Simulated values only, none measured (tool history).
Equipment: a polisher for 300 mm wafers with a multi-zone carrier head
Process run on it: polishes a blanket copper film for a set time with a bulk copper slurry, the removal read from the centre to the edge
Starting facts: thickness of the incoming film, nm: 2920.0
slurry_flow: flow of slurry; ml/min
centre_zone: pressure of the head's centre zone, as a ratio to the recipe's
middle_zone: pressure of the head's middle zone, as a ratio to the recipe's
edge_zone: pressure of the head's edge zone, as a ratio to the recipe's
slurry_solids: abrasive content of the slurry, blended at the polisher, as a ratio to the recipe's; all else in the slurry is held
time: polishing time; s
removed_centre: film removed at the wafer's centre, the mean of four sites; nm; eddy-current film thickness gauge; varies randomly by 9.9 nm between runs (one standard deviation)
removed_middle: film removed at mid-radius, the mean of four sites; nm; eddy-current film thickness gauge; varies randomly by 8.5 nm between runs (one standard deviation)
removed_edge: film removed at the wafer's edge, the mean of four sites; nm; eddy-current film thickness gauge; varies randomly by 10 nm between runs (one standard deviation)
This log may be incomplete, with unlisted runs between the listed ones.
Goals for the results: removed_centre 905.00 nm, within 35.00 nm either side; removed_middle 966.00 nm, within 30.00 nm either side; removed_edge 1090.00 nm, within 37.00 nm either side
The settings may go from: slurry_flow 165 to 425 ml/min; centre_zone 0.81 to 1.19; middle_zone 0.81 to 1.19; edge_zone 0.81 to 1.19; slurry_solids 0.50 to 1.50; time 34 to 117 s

run,hour,slurry_flow,centre_zone,middle_zone,edge_zone,slurry_solids,time,removed_centre,removed_middle,removed_edge
1,0.0,275,1.00,1.00,1.00,1.00,75,781.54,793.63,783.17
2,6.7,275,0.99,0.99,1.03,1.10,77,812.24,822.35,846.03
3,9.0,275,0.99,1.04,1.03,1.10,77,815.09,849.65,826.93
4,15.4,275,0.99,0.99,1.03,1.10,77,809.56,821.52,840.08
5,23.1,280,0.98,0.99,1.05,1.15,78,838.18,837.97,857.37
6,27.3,280,0.98,0.99,1.05,1.15,95,998.27,1038.80,1045.60
7,31.9,270,0.96,0.98,1.06,1.15,95,954.77,1001.90,1062.40
8,33.8,265,0.96,0.98,1.06,1.15,95,968.30,1008.50,1068.70
9,37.8,260,0.95,0.98,1.06,1.15,95,943.74,1008.40,1061.00
10,46.0,255,0.95,0.97,1.06,1.15,95,956.39,985.88,1039.60
11,54.2,255,0.94,0.97,1.07,1.15,95,932.17,998.80,1047.70

Which single option among these 5 for the next run brings every result within its allowed miss of target? Just one does.
A,62.4,265,0.97,1.02,1.06,1.25,93,?,?,?
B,62.4,245,0.86,0.99,1.10,1.40,98,?,?,?
C,62.4,275,0.87,0.90,1.08,1.10,98,?,?,?
D,62.4,290,0.86,0.99,1.02,1.25,95,?,?,?
E,62.4,225,0.92,0.84,1.06,1.20,102,?,?,?

move,removed_centre,removed_middle,removed_edge
A,976.00,1040.90,1046.20
B,919.66,1081.90,1138.60
C,904.45,970.07,1093.00
D,893.14,1048.40,1057.50
E,981.68,943.15,1122.80
A: misses by more than the last run did
B: takes the result that was furthest off past its target
C: each result inside its tolerance
D: brings the result that was furthest off to its target, and leaves another outside
E: brings the result that was furthest off to its target, and leaves another outside
Go with C: it meets all targets.
